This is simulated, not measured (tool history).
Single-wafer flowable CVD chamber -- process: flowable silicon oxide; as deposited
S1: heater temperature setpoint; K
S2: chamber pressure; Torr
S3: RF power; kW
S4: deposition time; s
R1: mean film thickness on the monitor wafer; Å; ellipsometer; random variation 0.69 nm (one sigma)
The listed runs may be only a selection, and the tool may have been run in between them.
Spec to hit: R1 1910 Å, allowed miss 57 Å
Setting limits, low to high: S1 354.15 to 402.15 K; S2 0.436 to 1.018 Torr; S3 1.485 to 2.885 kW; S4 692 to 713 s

run 1 day=0 | S1=378.15 S2=0.727 S3=2.185 S4=692 | R1=2910.3
run 2 day=0.288 | S1=369.15 S2=0.727 S3=2.185 S4=692 | R1=3805.1
run 3 day=0.342 | S1=369.15 S2=0.727 S3=2.185 S4=713 | R1=3891.1
run 4 day=0.521 | S1=369.15 S2=0.649 S3=2.185 S4=713 | R1=3497.6
run 5 day=0.621 | S1=375.15 S2=0.647 S3=2.185 S4=713 | R1=2921.7
run 6 day=0.654 | S1=375.15 S2=0.647 S3=1.89 S4=713 | R1=2885.5
run 7 day=0.929 | S1=379.15 S2=0.645 S3=1.89 S4=713 | R1=2529.7
run 8 day=0.979 | S1=382.15 S2=0.644 S3=1.89 S4=713 | R1=2329.4
run 9 day=1.2 | S1=384.15 S2=0.643 S3=1.89 S4=713 | R1=2208.7
run 10 day=1.425 | S1=386.15 S2=0.642 S3=1.89 S4=713 | R1=2079.4
run 11 day=1.696 | S1=387.15 S2=0.642 S3=1.89 S4=713 | R1=2021.5

Which single option among these 5 for the next run brings every result within its allowed miss of target? Just one does.
run A day=1.967 | S1=380.15 S2=0.598 S3=1.79 S4=699 | R1=?
run B day=1.967 | S1=387.15 S2=0.698 S3=1.955 S4=713 | R1=?
run C day=1.967 | S1=385.15 S2=0.694 S3=1.53 S4=713 | R1=?
run D day=1.967 | S1=387.15 S2=0.627 S3=1.805 S4=700 | R1=?
run E day=1.967 | S1=390.15 S2=0.633 S3=1.955 S4=698 | R1=?

move=A R1=2240.7
move=B R1=2197.6
move=C R1=2234.9
move=D R1=1927
move=E R1=1804.8
A: its largest miss is bigger than the last run's
B: its largest miss is bigger than the last run's
C: its largest miss is bigger than the last run's
D: every result within its allowed miss
E: moves the result that the last run missed by most past its target, out the other side
So the answer is move D, the one that meets all the targets.

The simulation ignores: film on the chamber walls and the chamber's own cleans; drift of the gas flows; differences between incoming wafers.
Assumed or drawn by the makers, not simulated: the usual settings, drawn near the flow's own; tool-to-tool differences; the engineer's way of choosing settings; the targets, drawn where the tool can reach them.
